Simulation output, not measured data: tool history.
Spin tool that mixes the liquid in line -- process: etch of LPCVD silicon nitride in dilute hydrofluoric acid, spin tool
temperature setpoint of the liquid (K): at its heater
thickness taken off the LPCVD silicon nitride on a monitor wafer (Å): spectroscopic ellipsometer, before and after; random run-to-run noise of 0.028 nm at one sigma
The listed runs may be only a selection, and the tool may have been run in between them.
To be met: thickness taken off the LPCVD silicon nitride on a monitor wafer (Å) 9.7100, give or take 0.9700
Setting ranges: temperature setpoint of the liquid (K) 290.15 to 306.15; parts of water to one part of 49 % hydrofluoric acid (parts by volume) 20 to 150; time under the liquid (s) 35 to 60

run	day	temperature setpoint of the liquid (K)	parts of water to one part of 49 % hydrofluoric acid (parts by volume)	time under the liquid (s)	thickness taken off the LPCVD silicon nitride on a monitor wafer (Å)
1	0.000	298.15	85	60	3.7180
2	0.062	296.65	85	60	3.3419
3	0.196	297.65	80	60	3.9099
4	0.533	298.65	75	60	4.3515
5	0.892	299.65	70	60	4.9069
6	1.258	299.65	55	60	6.2913
7	1.329	300.15	55	60	6.5202
8	1.408	300.65	55	60	6.5752
9	1.667	301.15	55	60	7.2288
10	1.725	301.65	55	60	7.0775

5 next moves are on the table. One of them brings every result within its allowed miss. Which?
A	1.783	301.15	45	35	?
B	1.783	303.15	45	60	?
C	1.783	296.65	50	60	?
D	1.783	297.15	55	60	?
E	1.783	299.15	55	60	?

move	thickness taken off the LPCVD silicon nitride on a monitor wafer (Å)
A	4.8794
B	9.5291
C	5.5888
D	5.2655
E	6.0178
A: misses by more than the last run did
B: hits every target within its allowed miss
C: misses by more than the last run did
D: misses by more than the last run did
E: misses by more than the last run did
Go with B: it meets all targets.

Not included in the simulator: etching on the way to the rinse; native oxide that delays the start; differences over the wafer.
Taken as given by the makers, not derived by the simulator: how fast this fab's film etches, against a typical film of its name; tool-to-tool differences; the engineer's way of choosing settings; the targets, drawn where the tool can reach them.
